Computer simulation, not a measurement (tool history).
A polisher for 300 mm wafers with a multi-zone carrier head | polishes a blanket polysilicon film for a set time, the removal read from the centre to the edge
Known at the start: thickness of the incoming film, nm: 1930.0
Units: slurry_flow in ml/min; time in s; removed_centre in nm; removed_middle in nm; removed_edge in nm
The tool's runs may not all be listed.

run 1 hour=0.0 | slurry_flow=135 centre_zone=1.00 middle_zone=1.00 edge_zone=1.00 time=62 | removed_centre=680.33 removed_middle=685.66 removed_edge=703.96
run 2 hour=6.7 | slurry_flow=110 centre_zone=1.00 middle_zone=1.00 edge_zone=1.00 time=62 | removed_centre=644.35 removed_middle=649.86 removed_edge=664.56
run 3 hour=11.2 | slurry_flow=110 centre_zone=1.00 middle_zone=1.00 edge_zone=1.00 time=50 | removed_centre=522.48 removed_middle=528.85 removed_edge=539.65
run 4 hour=18.3 | slurry_flow=110 centre_zone=1.00 middle_zone=1.00 edge_zone=1.00 time=58 | removed_centre=625.41 removed_middle=613.52 removed_edge=628.40
run 5 hour=24.8 | slurry_flow=110 centre_zone=1.00 middle_zone=1.00 edge_zone=1.00 time=65 | removed_centre=686.19 removed_middle=687.82 removed_edge=716.44
run 6 hour=29.8 | slurry_flow=105 centre_zone=1.01 middle_zone=0.97 edge_zone=0.95 time=62 | removed_centre=644.76 removed_middle=628.59 removed_edge=644.13
run 7 hour=38.5 | slurry_flow=100 centre_zone=1.01 middle_zone=0.94 edge_zone=0.91 time=61 | removed_centre=636.05 removed_middle=594.87 removed_edge=616.20
run 8 hour=45.5 | slurry_flow=95 centre_zone=1.01 middle_zone=0.93 edge_zone=0.89 time=60 | removed_centre=603.79 removed_middle=572.21 removed_edge=602.04

Run 9 comes next. What will it give?
run 9 hour=52.9 | slurry_flow=90 centre_zone=1.02 middle_zone=0.93 edge_zone=0.87 time=59 | removed_centre=? removed_middle=? removed_edge=?

removed_centre: 595.33 nm
removed_middle: 557.42 nm
removed_edge: 574.62 nm
